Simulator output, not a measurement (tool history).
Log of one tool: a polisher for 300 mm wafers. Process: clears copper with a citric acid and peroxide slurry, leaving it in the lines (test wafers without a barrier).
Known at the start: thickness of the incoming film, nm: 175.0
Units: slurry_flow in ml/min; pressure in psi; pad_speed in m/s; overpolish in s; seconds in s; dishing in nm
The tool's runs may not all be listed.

{"run": 1, "hour": 0.0, "slurry_flow": 285, "pressure": 2.3, "pad_speed": 0.88, "slurry_solids": 1, "overpolish": 15, "seconds": 106.61, "dishing": 18.475}
{"run": 2, "hour": 3.6, "slurry_flow": 320, "pressure": 2.3, "pad_speed": 0.88, "slurry_solids": 1, "overpolish": 15, "seconds": 104.92, "dishing": 18.242}
{"run": 3, "hour": 9.7, "slurry_flow": 250, "pressure": 2.3, "pad_speed": 0.88, "slurry_solids": 1, "overpolish": 15, "seconds": 107.16, "dishing": 17.76}
{"run": 4, "hour": 13.5, "slurry_flow": 180, "pressure": 2.3, "pad_speed": 0.88, "slurry_solids": 1, "overpolish": 15, "seconds": 112.46, "dishing": 17.077}
{"run": 5, "hour": 18.7, "slurry_flow": 180, "pressure": 1.8, "pad_speed": 0.88, "slurry_solids": 1, "overpolish": 15, "seconds": 145.62, "dishing": 13.757}
{"run": 6, "hour": 23.3, "slurry_flow": 180, "pressure": 1.8, "pad_speed": 0.88, "slurry_solids": 0.8, "overpolish": 15, "seconds": 148.4, "dishing": 12.901}
{"run": 7, "hour": 29.2, "slurry_flow": 180, "pressure": 1.8, "pad_speed": 0.88, "slurry_solids": 0.8, "overpolish": 15, "seconds": 151.37, "dishing": 13.224}
{"run": 8, "hour": 32.9, "slurry_flow": 180, "pressure": 2, "pad_speed": 0.88, "slurry_solids": 0.8, "overpolish": 17, "seconds": 138.22, "dishing": 16.536}
{"run": 9, "hour": 36.9, "slurry_flow": 180, "pressure": 2.1, "pad_speed": 0.88, "slurry_solids": 0.8, "overpolish": 18, "seconds": 131.76, "dishing": 17.755}

Run 10 comes next. What will it give?
{"run": 10, "hour": 41.1, "slurry_flow": 180, "pressure": 2.2, "pad_speed": 0.88, "slurry_solids": 0.8, "overpolish": 19, "seconds": "?", "dishing": "?"}

{"run 10": {"seconds": 122.98, "dishing": 19.641}}
